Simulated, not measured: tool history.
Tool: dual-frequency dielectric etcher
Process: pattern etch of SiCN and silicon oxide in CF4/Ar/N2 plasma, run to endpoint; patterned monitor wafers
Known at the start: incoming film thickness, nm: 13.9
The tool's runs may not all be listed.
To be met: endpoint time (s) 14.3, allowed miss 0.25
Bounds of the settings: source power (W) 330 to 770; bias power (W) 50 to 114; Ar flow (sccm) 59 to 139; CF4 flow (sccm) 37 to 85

run	hour	source power (W)	bias power (W)	Ar flow (sccm)	CF4 flow (sccm)	endpoint time (s)
1	0	550	82	99	61	12.609
2	6.4	550	82	99	51	12.728
3	7.9	540	82	99	51	13.168
4	15.5	540	82	85	51	12.734
5	20.7	540	71	85	51	13.397
6	29.6	540	78	85	51	12.985
7	32.4	530	78	85	51	13.026
8	38.7	520	78	85	51	13.378
9	39.4	510	78	85	51	13.371
10	47.2	500	78	85	51	13.673

4 next moves are on the table. One of them brings every result within its allowed miss. Which?
A	55	490	84	93	49	?
B	55	530	69	97	52	?
C	55	560	73	118	43	?
D	55	470	81	83	46	?

move	endpoint time (s)
A	13.882
B	13.759
C	13.7
D	14.381
A: nearer than the last run, and not there yet
B: nearer than the last run, and not there yet
C: as far off as the last run
D: meets every target
Move D is the one to make.
